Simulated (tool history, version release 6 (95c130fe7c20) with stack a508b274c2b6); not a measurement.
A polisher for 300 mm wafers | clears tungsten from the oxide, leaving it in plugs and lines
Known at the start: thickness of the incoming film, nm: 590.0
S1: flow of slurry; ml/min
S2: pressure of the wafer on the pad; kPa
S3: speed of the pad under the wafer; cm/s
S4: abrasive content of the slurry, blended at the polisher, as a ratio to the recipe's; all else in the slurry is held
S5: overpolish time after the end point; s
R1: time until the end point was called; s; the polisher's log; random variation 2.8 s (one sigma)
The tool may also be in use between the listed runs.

Run 1, hour 0: S1 280 ml/min, S2 25.5 kPa, S3 140 cm/s, S4 1, S5 20 s. Result: R1 112.73 s.
Run 2, hour 0.8: S1 280 ml/min, S2 25.5 kPa, S3 140 cm/s, S4 1, S5 20 s. Result: R1 113.98 s.
Run 3, hour 3: S1 320 ml/min, S2 25.5 kPa, S3 140 cm/s, S4 1, S5 20 s. Result: R1 116.21 s.
Run 4, hour 8.1: S1 320 ml/min, S2 31 kPa, S3 140 cm/s, S4 1, S5 20 s. Result: R1 90.879 s.
Run 5, hour 12: S1 320 ml/min, S2 29.6 kPa, S3 140 cm/s, S4 1, S5 20 s. Result: R1 96.526 s.
Run 6, hour 21: S1 280 ml/min, S2 29.6 kPa, S3 140 cm/s, S4 1, S5 20 s. Result: R1 98.58 s.
Run 7, hour 28.3: S1 280 ml/min, S2 28.3 kPa, S3 140 cm/s, S4 1, S5 20 s. Result: R1 105.2 s.
Run 8, hour 33.2: S1 280 ml/min, S2 21.4 kPa, S3 132 cm/s, S4 1, S5 20 s. Result: R1 144.4 s.
Run 9, hour 35.5: S1 280 ml/min, S2 20.7 kPa, S3 132 cm/s, S4 1, S5 20 s. Result: R1 145.25 s.
Run 10, hour 44.5: S1 280 ml/min, S2 20 kPa, S3 132 cm/s, S4 1, S5 20 s. Result: R1 148.52 s.
Run 11, hour 49.4: S1 280 ml/min, S2 19.3 kPa, S3 132 cm/s, S4 1, S5 20 s. Result: R1 157.21 s.
Run 12, hour 51.6: S1 280 ml/min, S2 19.3 kPa, S3 132 cm/s, S4 1, S5 20 s. Result: R1 158.79 s.

The next listed run, before its measurement:
Run 13, hour 58.5: S1 280 ml/min, S2 14.5 kPa, S3 130 cm/s, S4 1, S5 20 s. Result: R1 ?.

R1: 211.8 s
